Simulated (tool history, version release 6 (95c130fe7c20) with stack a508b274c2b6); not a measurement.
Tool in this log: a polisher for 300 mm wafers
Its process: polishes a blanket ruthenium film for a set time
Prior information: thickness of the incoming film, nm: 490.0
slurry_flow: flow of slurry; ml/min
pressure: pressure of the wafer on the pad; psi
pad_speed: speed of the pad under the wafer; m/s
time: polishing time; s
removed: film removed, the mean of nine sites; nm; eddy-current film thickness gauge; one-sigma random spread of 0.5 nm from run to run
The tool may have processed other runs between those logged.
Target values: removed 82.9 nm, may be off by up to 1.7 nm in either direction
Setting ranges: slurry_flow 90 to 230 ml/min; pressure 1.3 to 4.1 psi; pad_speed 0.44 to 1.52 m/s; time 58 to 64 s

run  hour  slurry_flow  pressure  pad_speed  time  removed
  1     0          150       2.7       0.98    64   107.76
  2   6.7          150       2.7       0.98    58   97.708
  3  11.1          150       2.7       0.74    58   76.261
  4  11.7          160       2.7       0.74    58   76.506
  5  13.1          165       2.7       0.74    58   77.353
  6    17          170       2.7       0.74    58   76.998
  7  23.6          175       2.8       0.74    58   80.166
  8  24.8          180       2.8       0.74    58   80.016

Which of these 4 next moves meets every target?
  A    26          185       2.6       0.78    58        ?
  B    26          215       3.2       0.58    64        ?
  C    26          150       2.7       0.66    64        ?
  D    26          170       2.7       0.68    63        ?

move  removed
   A   78.075
   B   82.862
   C   75.659
   D     77.4
A: misses by more than the last run did
B: in spec on every target
C: misses by more than the last run did
D: misses by more than the last run did
So the answer is move B, the one that meets all the targets.
